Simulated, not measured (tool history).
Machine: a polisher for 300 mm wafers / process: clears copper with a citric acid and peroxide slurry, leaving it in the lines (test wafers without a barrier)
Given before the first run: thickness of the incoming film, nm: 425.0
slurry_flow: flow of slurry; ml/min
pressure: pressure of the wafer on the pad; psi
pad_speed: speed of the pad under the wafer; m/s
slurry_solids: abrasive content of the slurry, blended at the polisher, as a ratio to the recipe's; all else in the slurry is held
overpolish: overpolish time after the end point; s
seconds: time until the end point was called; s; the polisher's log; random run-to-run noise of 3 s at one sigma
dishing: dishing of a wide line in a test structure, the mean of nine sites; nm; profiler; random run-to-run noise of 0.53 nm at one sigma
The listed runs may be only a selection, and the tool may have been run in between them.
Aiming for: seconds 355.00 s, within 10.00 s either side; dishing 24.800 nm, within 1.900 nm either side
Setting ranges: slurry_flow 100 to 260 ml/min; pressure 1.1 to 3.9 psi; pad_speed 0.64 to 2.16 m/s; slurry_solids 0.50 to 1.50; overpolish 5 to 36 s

run  hour  slurry_flow  pressure  pad_speed  slurry_solids  overpolish  seconds  dishing
  1   0.0          165       2.5       1.40           1.00          18   193.13   28.958
  2   7.1          140       2.5       1.40           1.00          18   201.12   29.270
  3   7.6          140       2.8       1.40           1.00          18   184.27   30.792
  4  13.8          110       2.8       1.40           1.00          18   198.78   29.602
  5  18.9          110       2.8       1.40           1.00          11   197.75   18.848
  6  20.4          110       2.4       1.40           1.00          14   217.37   20.430
  7  28.0          110       2.1       1.34           1.00          17   245.64   22.402
  8  35.3          110       1.9       1.30           1.00          19   269.89   22.820
     39.1  -- worn pad replaced by a new one
  9  39.1          110       1.7       1.28           1.00          20   260.10   24.196
 10  41.9          100       1.1       0.90           0.95          28   457.08   19.105
 11  46.9          115       1.3       0.90           0.95          28   409.97   21.762
 12  53.9          130       1.3       0.90           0.95          28   400.39   21.940
 13  56.1          140       1.3       0.90           0.95          28   388.70   22.695
 14  61.0          150       1.3       0.90           0.95          28   387.74   22.661
 15  66.2          160       1.3       0.90           0.95          28   383.38   23.044
 16  69.1          170       1.3       0.90           0.95          28   383.01   23.859
 17  77.4          180       1.3       0.90           0.95          28   372.45   22.990
 18  86.1          185       1.3       0.90           0.95          28   372.94   24.816

Exercise: of the 4 proposed moves below, exactly one satisfies all targets within the stated allowed misses. Which move is it?
  A  94.8          125       1.5       0.90           0.90          31        ?        ?
  B  94.8          170       1.5       0.84           0.90          30        ?        ?
  C  94.8          195       1.4       0.92           0.85          28        ?        ?
  D  94.8          235       1.1       1.00           1.00          24        ?        ?

move  seconds  dishing
   A   383.65   24.749
   B   385.01   23.954
   C   360.22   23.866
   D   348.67   21.282
A: further off than the last run
B: further off than the last run
C: all results in spec
D: puts the biggest miss on target and leaves a different result outside tolerance
Move C is the one to make.

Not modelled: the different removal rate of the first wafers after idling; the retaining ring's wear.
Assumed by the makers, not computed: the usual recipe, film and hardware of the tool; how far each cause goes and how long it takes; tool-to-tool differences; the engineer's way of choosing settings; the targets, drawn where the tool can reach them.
